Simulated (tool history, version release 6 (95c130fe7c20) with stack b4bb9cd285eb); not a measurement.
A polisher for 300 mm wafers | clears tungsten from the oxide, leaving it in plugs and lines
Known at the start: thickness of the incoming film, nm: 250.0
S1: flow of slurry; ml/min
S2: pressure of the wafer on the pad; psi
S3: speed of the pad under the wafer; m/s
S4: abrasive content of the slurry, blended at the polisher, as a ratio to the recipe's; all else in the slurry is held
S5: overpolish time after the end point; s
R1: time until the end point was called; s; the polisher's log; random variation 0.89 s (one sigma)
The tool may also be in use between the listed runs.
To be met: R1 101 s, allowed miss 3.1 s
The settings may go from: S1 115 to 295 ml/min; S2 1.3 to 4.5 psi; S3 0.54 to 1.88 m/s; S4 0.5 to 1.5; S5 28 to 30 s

run,hour,S1,S2,S3,S4,S5,R1
1,0,190,2.9,1.2,1,28,71.343
2,4,190,2.9,1.2,1,28,72.674
3,10.6,185,2.6,1.2,1,28,79.71
4,13.1,180,2.4,1.2,1,28,85.709
5,21.7,220,2.4,1.2,1,28,84.787
6,26.5,220,2.3,1.2,1,28,86.769
7,34.3,220,2.2,1.2,1,28,88.985
8,38.3,220,2.1,1.2,1,28,91.826
9,42.1,220,2,1.2,1,28,95.71

5 next moves are on the table. One of them brings every result within its allowed miss. Which?
A,45.9,185,1.8,1.4,1.05,30,?
B,45.9,235,2,1.26,0.95,28,?
C,45.9,190,2,1.12,1.15,30,?
D,45.9,225,1.7,1.54,0.95,30,?
E,45.9,175,2,1.38,0.8,28,?

move,R1
A,95.312
B,93.815
C,101.95
D,91.721
E,93.163
A: further off than the last run
B: further off than the last run
C: meets every target
D: further off than the last run
E: further off than the last run
Move C is the one to make.
